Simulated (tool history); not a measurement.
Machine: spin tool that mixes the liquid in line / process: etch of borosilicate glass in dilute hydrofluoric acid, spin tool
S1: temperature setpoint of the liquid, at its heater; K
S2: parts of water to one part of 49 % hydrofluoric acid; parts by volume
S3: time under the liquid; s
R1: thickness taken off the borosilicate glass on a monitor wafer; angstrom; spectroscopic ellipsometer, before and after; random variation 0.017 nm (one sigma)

Run 1, day 0: S1 299.15 K, S2 220 parts by volume, S3 15 s. Result: R1 11.535 angstrom.
Run 2, day 0.204: S1 299.15 K, S2 220 parts by volume, S3 15 s. Result: R1 11.501 angstrom.
Run 3, day 0.296: S1 296.15 K, S2 220 parts by volume, S3 15 s. Result: R1 10.208 angstrom.
Run 4, day 0.438: S1 298.15 K, S2 205 parts by volume, S3 15 s. Result: R1 12.086 angstrom.
Run 5, day 0.533: S1 298.15 K, S2 160 parts by volume, S3 15 s. Result: R1 16.149 angstrom.
Run 6, day 0.788: S1 299.65 K, S2 155 parts by volume, S3 15 s. Result: R1 17.78 angstrom.
Run 7, day 0.896: S1 300.65 K, S2 155 parts by volume, S3 15 s. Result: R1 18.526 angstrom.
Run 8, day 0.975: S1 301.65 K, S2 155 parts by volume, S3 15 s. Result: R1 19.348 angstrom.
Run 9, day 1.033: S1 302.65 K, S2 155 parts by volume, S3 15 s. Result: R1 20.155 angstrom.

Run 10 comes next. What will it give?
Run 10, day 1.246: S1 306.65 K, S2 135 parts by volume, S3 15 s. Result: R1 ?.

{"run 10": {"R1": 27.023}}

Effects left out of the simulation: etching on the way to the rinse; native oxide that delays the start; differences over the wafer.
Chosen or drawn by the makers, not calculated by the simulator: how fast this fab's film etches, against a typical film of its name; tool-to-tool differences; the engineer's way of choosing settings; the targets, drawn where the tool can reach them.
